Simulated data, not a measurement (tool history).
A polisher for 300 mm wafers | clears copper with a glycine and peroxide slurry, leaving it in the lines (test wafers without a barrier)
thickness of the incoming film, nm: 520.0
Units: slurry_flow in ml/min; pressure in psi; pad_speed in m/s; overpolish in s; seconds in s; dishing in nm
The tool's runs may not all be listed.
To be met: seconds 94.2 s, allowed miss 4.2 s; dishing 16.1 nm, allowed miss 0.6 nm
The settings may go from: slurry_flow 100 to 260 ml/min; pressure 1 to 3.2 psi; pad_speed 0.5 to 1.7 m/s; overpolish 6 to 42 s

| run | hour | slurry_flow | pressure | pad_speed | overpolish | seconds | dishing |
|---|---|---|---|---|---|---|---|
| 1 | 0 | 165 | 2.1 | 1.1 | 21 | 130.69 | 23.224 |
| 2 | 4.7 | 165 | 1.7 | 1.1 | 21 | 150.19 | 22.392 |
| 3 | 12.6 | 195 | 1.6 | 1.28 | 16 | 142.07 | 21.28 |
| 4 | 18.2 | 170 | 1.6 | 1.28 | 16 | 146.94 | 20.904 |
| 5 | 21.7 | 170 | 1.1 | 1.28 | 16 | 195.86 | 18.414 |
|  | 24.4 | slurry nozzle cleaned |
| 6 | 24.4 | 170 | 1.1 | 1.48 | 16 | 173.79 | 19.473 |
| 7 | 28.5 | 200 | 1.2 | 1.54 | 13 | 151.72 | 18.339 |
| 8 | 31.9 | 220 | 1.3 | 1.6 | 11 | 139.31 | 18.132 |
| 9 | 35.3 | 235 | 1.5 | 1.64 | 9 | 118.53 | 17.185 |
| 10 | 38 | 245 | 1.6 | 1.66 | 8 | 115.55 | 16.808 |
| 11 | 39.8 | 250 | 1.7 | 1.68 | 7 | 108.4 | 16.053 |
| 12 | 44.3 | 250 | 1.8 | 1.68 | 7 | 102.3 | 16.312 |
| 13 | 45.3 | 250 | 1.9 | 1.68 | 7 | 101.9 | 16.687 |
| 14 | 52 | 255 | 1.9 | 1.68 | 7 | 98.19 | 17.077 |
| 15 | 56.9 | 205 | 2.5 | 1.7 | 6 | 79.735 | 17.729 |
| 16 | 65.6 | 220 | 2.3 | 1.7 | 6 | 84.018 | 16.724 |
| 17 | 66.9 | 235 | 2.2 | 1.7 | 6 | 86.043 | 16.522 |

Which of these 5 next moves meets every target?
| A | 68.2 | 245 | 1.8 | 1.62 | 6 | ? | ? |
| B | 68.2 | 250 | 2.4 | 1.7 | 6 | ? | ? |
| C | 68.2 | 220 | 2.6 | 1.56 | 6 | ? | ? |
| D | 68.2 | 235 | 2.1 | 1.66 | 6 | ? | ? |
| E | 68.2 | 260 | 2.5 | 1.44 | 6 | ? | ? |

| move | seconds | dishing |
|---|---|---|
| A | 107.02 | 15.059 |
| B | 81.694 | 17.426 |
| C | 81.481 | 17.497 |
| D | 93.412 | 16.26 |
| E | 86.499 | 17.017 |
A: takes the result that was furthest off past its target
B: further off than the last run
C: further off than the last run
D: meets every target
E: nearer than the last run, and not there yet
Move D is the one to make.

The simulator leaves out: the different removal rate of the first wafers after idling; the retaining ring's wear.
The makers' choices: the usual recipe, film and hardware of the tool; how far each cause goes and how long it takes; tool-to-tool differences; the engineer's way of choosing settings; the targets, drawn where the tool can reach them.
